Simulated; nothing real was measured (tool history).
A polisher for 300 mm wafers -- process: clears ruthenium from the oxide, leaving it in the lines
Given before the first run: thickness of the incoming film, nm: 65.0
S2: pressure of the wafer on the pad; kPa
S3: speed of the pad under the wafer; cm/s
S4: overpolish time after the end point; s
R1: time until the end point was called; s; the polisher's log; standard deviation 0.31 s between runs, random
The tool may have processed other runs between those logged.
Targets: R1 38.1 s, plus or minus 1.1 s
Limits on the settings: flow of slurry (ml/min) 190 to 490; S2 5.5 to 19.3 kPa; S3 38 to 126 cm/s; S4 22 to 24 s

{"run": 1, "hour": 0.0, "flow of slurry (ml/min)": 315, "S2": 12.4, "S3": 82, "S4": 22, "R1": 78.272}
{"run": 2, "hour": 6.4, "flow of slurry (ml/min)": 260, "S2": 12.4, "S3": 82, "S4": 22, "R1": 79.481}
{"run": 3, "hour": 7.4, "flow of slurry (ml/min)": 260, "S2": 13.1, "S3": 84, "S4": 22, "R1": 73.145}
{"run": 4, "hour": 13.3, "flow of slurry (ml/min)": 260, "S2": 13.8, "S3": 86, "S4": 22, "R1": 68.612}
{"run": 5, "hour": 17.8, "flow of slurry (ml/min)": 190, "S2": 13.8, "S3": 86, "S4": 22, "R1": 71.108}
{"run": 6, "hour": 20.0, "flow of slurry (ml/min)": 190, "S2": 13.8, "S3": 86, "S4": 24, "R1": 71.349}
{"run": 7, "hour": 21.7, "flow of slurry (ml/min)": 205, "S2": 17.2, "S3": 104, "S4": 24, "R1": 46.747}
{"run": 8, "hour": 30.3, "flow of slurry (ml/min)": 210, "S2": 17.2, "S3": 104, "S4": 24, "R1": 47.174}
{"run": 9, "hour": 36.2, "flow of slurry (ml/min)": 215, "S2": 17.2, "S3": 104, "S4": 24, "R1": 46.868}
{"run": 10, "hour": 40.3, "flow of slurry (ml/min)": 230, "S2": 19.3, "S3": 108, "S4": 24, "R1": 40.02}

Next run, 4 choices. One meets every target within its allowed miss, the rest don't. Which?
{"run": "A", "hour": 44.4, "flow of slurry (ml/min)": 225, "S2": 17.9, "S3": 112, "S4": 24, "R1": "?"}
{"run": "B", "hour": 44.4, "flow of slurry (ml/min)": 240, "S2": 17.9, "S3": 106, "S4": 23, "R1": "?"}
{"run": "C", "hour": 44.4, "flow of slurry (ml/min)": 230, "S2": 19.3, "S3": 112, "S4": 23, "R1": "?"}
{"run": "D", "hour": 44.4, "flow of slurry (ml/min)": 190, "S2": 19.3, "S3": 106, "S4": 24, "R1": "?"}

move=A R1=41.275
move=B R1=43.178
move=C R1=38.267
move=D R1=41.592
A: misses by more than the last run did
B: misses by more than the last run did
C: meets every target
D: misses by more than the last run did
The right move is C.

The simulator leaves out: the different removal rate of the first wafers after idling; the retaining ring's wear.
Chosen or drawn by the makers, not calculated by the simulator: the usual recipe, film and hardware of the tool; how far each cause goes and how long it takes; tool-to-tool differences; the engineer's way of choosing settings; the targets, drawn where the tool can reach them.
